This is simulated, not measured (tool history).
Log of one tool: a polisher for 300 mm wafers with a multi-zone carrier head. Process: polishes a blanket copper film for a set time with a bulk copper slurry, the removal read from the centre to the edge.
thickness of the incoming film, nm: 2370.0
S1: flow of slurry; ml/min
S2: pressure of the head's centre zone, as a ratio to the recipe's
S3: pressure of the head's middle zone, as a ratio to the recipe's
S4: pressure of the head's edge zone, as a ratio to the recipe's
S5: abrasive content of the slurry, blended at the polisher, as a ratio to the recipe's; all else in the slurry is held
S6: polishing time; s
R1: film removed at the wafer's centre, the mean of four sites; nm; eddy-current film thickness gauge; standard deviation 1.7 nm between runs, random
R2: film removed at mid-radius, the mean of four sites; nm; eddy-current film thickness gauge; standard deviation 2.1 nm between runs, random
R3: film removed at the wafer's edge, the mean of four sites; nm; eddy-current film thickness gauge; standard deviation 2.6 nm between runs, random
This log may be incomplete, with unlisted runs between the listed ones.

run 1 hour=0.0 | S1=180 S2=1.00 S3=1.00 S4=1.00 S5=1.00 S6=42 | R1=239.48 R2=251.86 R3=252.80
run 2 hour=7.7 | S1=175 S2=0.99 S3=0.96 S4=0.98 S5=0.85 S6=41 | R1=226.79 R2=227.05 R3=239.81
run 3 hour=16.3 | S1=175 S2=0.99 S3=0.92 S4=0.98 S5=0.85 S6=41 | R1=230.99 R2=222.91 R3=237.22
run 4 hour=24.0 | S1=175 S2=0.99 S3=0.98 S4=0.98 S5=0.85 S6=41 | R1=228.36 R2=234.82 R3=244.43
run 5 hour=27.9 | S1=175 S2=0.99 S3=1.04 S4=0.98 S5=0.85 S6=41 | R1=228.36 R2=243.55 R3=234.92
run 6 hour=29.7 | S1=170 S2=0.98 S3=1.00 S4=0.97 S5=0.75 S6=40 | R1=214.33 R2=227.09 R3=225.58
run 7 hour=36.0 | S1=165 S2=0.97 S3=0.96 S4=0.96 S5=0.70 S6=39 | R1=204.01 R2=211.26 R3=220.23
run 8 hour=39.7 | S1=160 S2=0.97 S3=0.93 S4=0.94 S5=0.65 S6=38 | R1=194.46 R2=198.65 R3=213.95
run 9 hour=47.4 | S1=160 S2=0.98 S3=0.92 S4=0.93 S5=0.60 S6=37 | R1=192.72 R2=191.02 R3=203.19

Run 10 comes next. What will it give?
run 10 hour=55.4 | S1=155 S2=0.98 S3=0.91 S4=0.93 S5=0.60 S6=37 | R1=? R2=? R3=?

For run 10 the tool returned R1 190.76 nm, R2 186.24 nm, R3 197.77 nm.

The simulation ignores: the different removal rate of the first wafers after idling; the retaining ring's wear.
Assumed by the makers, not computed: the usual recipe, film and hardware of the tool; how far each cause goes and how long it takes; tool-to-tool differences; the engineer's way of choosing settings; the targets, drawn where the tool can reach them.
